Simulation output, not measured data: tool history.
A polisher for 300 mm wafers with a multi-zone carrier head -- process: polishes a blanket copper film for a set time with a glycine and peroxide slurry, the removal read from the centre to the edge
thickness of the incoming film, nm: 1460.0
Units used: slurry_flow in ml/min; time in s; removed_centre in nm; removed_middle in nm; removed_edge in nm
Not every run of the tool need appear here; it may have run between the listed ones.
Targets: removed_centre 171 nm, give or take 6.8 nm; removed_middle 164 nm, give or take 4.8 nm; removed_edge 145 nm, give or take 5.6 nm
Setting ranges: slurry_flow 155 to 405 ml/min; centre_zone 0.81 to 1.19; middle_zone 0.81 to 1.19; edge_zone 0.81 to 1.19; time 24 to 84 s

run 1 hour=0 | slurry_flow=260 centre_zone=1 middle_zone=1 edge_zone=1 time=54 | removed_centre=233.33 removed_middle=237.27 removed_edge=233.98
run 2 hour=1.8 | slurry_flow=260 centre_zone=1 middle_zone=0.95 edge_zone=1 time=54 | removed_centre=229.79 removed_middle=231.79 removed_edge=232.59
run 3 hour=2.5 | slurry_flow=260 centre_zone=1 middle_zone=0.95 edge_zone=0.97 time=54 | removed_centre=233.57 removed_middle=227.14 removed_edge=230.67
run 4 hour=7.9 | slurry_flow=265 centre_zone=1.01 middle_zone=0.98 edge_zone=0.95 time=50 | removed_centre=214.75 removed_middle=214.7 removed_edge=215.51
run 5 hour=9 | slurry_flow=250 centre_zone=1.04 middle_zone=1.02 edge_zone=0.93 time=47 | removed_centre=209.36 removed_middle=207.67 removed_edge=196.19
run 6 hour=15 | slurry_flow=240 centre_zone=1.05 middle_zone=1.02 edge_zone=0.91 time=45 | removed_centre=201.15 removed_middle=195.26 removed_edge=184.51
run 7 hour=15.6 | slurry_flow=230 centre_zone=1.05 middle_zone=1.03 edge_zone=0.89 time=44 | removed_centre=197.67 removed_middle=190.38 removed_edge=178.74
run 8 hour=17.7 | slurry_flow=220 centre_zone=1.05 middle_zone=1.04 edge_zone=0.88 time=43 | removed_centre=189.38 removed_middle=189.92 removed_edge=173.02
run 9 hour=20.6 | slurry_flow=215 centre_zone=1.06 middle_zone=1.04 edge_zone=0.87 time=42 | removed_centre=188.13 removed_middle=181.76 removed_edge=168.85
run 10 hour=21.7 | slurry_flow=210 centre_zone=1.06 middle_zone=1.05 edge_zone=0.86 time=41 | removed_centre=183.46 removed_middle=178.19 removed_edge=162.47
run 11 hour=25.4 | slurry_flow=190 centre_zone=1.07 middle_zone=1.05 edge_zone=0.81 time=36 | removed_centre=161.99 removed_middle=156.49 removed_edge=137.89

Next run, 4 choices. One meets every target within its allowed miss, the rest don't. Which?
run A hour=29.1 | slurry_flow=180 centre_zone=1.06 middle_zone=1.19 edge_zone=0.81 time=35 | removed_centre=? removed_middle=? removed_edge=?
run B hour=29.1 | slurry_flow=160 centre_zone=1 middle_zone=1.07 edge_zone=0.96 time=38 | removed_centre=? removed_middle=? removed_edge=?
run C hour=29.1 | slurry_flow=300 centre_zone=1.08 middle_zone=1.04 edge_zone=0.82 time=36 | removed_centre=? removed_middle=? removed_edge=?
run D hour=29.1 | slurry_flow=170 centre_zone=1.03 middle_zone=1.06 edge_zone=0.83 time=38 | removed_centre=? removed_middle=? removed_edge=?

move=A removed_centre=153.25 removed_middle=162.78 removed_edge=133.47
move=B removed_centre=154.94 removed_middle=163.03 removed_edge=155.28
move=C removed_centre=168.22 removed_middle=159.89 removed_edge=142.72
move=D removed_centre=160.6 removed_middle=162.95 removed_edge=146.07
A: the furthest-off result lands on target, but another misses its tolerance
B: the furthest-off result lands on target, but another misses its tolerance
C: all results in spec
D: the furthest-off result lands on target, but another misses its tolerance
C meets every target.
